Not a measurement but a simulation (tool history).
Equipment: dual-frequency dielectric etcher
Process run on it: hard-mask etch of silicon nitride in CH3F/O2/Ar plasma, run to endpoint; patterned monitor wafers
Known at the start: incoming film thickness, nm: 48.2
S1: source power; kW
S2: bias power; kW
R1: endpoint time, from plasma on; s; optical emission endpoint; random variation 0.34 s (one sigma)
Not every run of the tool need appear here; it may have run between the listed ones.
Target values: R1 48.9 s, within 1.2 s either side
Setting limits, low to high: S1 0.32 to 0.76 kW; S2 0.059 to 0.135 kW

{"run": 1, "hour": 0.0, "S1": 0.54, "S2": 0.097, "R1": 55.346}
{"run": 2, "hour": 1.5, "S1": 0.57, "S2": 0.099, "R1": 54.479}
{"run": 3, "hour": 9.7, "S1": 0.6, "S2": 0.102, "R1": 53.092}
{"run": 4, "hour": 13.2, "S1": 0.6, "S2": 0.115, "R1": 51.067}
{"run": 5, "hour": 16.2, "S1": 0.56, "S2": 0.115, "R1": 52.96}
{"run": 6, "hour": 22.5, "S1": 0.58, "S2": 0.116, "R1": 51.201}
{"run": 7, "hour": 31.2, "S1": 0.59, "S2": 0.117, "R1": 51.614}
{"run": 8, "hour": 36.2, "S1": 0.61, "S2": 0.118, "R1": 50.735}
{"run": 9, "hour": 45.1, "S1": 0.62, "S2": 0.119, "R1": 50.695}

Exercise: of the 4 proposed moves below, exactly one satisfies all targets within the stated allowed misses. Which move is it?
{"run": "A", "hour": 54.0, "S1": 0.58, "S2": 0.104, "R1": "?"}
{"run": "B", "hour": 54.0, "S1": 0.53, "S2": 0.116, "R1": "?"}
{"run": "C", "hour": 54.0, "S1": 0.53, "S2": 0.105, "R1": "?"}
{"run": "D", "hour": 54.0, "S1": 0.66, "S2": 0.126, "R1": "?"}

move=A R1=53.622
move=B R1=52.874
move=C R1=54.657
move=D R1=48.664
A: further off than the last run
B: further off than the last run
C: further off than the last run
D: meets every target
D meets every target.
